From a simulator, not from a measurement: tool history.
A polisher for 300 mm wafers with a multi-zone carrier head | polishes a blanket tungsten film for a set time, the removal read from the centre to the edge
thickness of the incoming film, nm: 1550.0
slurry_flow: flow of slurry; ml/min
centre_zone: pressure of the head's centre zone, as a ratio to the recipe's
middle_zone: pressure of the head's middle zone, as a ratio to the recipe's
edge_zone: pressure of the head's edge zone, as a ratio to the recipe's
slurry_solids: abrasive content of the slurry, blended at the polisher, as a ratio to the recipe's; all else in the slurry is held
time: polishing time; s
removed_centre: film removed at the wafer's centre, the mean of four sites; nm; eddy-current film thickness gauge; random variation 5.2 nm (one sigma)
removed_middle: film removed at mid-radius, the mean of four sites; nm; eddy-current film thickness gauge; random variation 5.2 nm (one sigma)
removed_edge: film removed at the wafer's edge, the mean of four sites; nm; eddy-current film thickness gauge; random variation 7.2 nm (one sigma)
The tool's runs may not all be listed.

Run 1, hour 0: slurry_flow 175 ml/min, centre_zone 1, middle_zone 1, edge_zone 1, slurry_solids 1, time 61 s. Result: removed_centre 382.22 nm, removed_middle 387.59 nm, removed_edge 395.41 nm.
Run 2, hour 8.5: slurry_flow 175 ml/min, centre_zone 1, middle_zone 1, edge_zone 1, slurry_solids 1.1, time 61 s. Result: removed_centre 383.56 nm, removed_middle 384.79 nm, removed_edge 399.81 nm.
Run 3, hour 13.1: slurry_flow 175 ml/min, centre_zone 0.94, middle_zone 1, edge_zone 1, slurry_solids 1.1, time 61 s. Result: removed_centre 372.31 nm, removed_middle 388.15 nm, removed_edge 404.54 nm.
Run 4, hour 15.2: slurry_flow 180 ml/min, centre_zone 0.94, middle_zone 1.02, edge_zone 1.02, slurry_solids 1.15, time 63 s. Result: removed_centre 388.16 nm, removed_middle 412.93 nm, removed_edge 432.55 nm.
Run 5, hour 21: slurry_flow 190 ml/min, centre_zone 0.95, middle_zone 1.04, edge_zone 1.04, slurry_solids 1.2, time 64 s. Result: removed_centre 402.27 nm, removed_middle 431.82 nm, removed_edge 437.32 nm.
Run 6, hour 23.2: slurry_flow 190 ml/min, centre_zone 0.95, middle_zone 1.04, edge_zone 1.04, slurry_solids 1, time 64 s. Result: removed_centre 393.28 nm, removed_middle 412.58 nm, removed_edge 429.44 nm.

Run 7 comes next. What will it give?
Run 7, hour 32: slurry_flow 190 ml/min, centre_zone 0.94, middle_zone 1.05, edge_zone 1.05, slurry_solids 1.05, time 66 s. Result: removed_centre ?, removed_middle ?, removed_edge ?.

Run 7 gave removed_centre 405.18 nm, removed_middle 431.19 nm, removed_edge 453.55 nm.

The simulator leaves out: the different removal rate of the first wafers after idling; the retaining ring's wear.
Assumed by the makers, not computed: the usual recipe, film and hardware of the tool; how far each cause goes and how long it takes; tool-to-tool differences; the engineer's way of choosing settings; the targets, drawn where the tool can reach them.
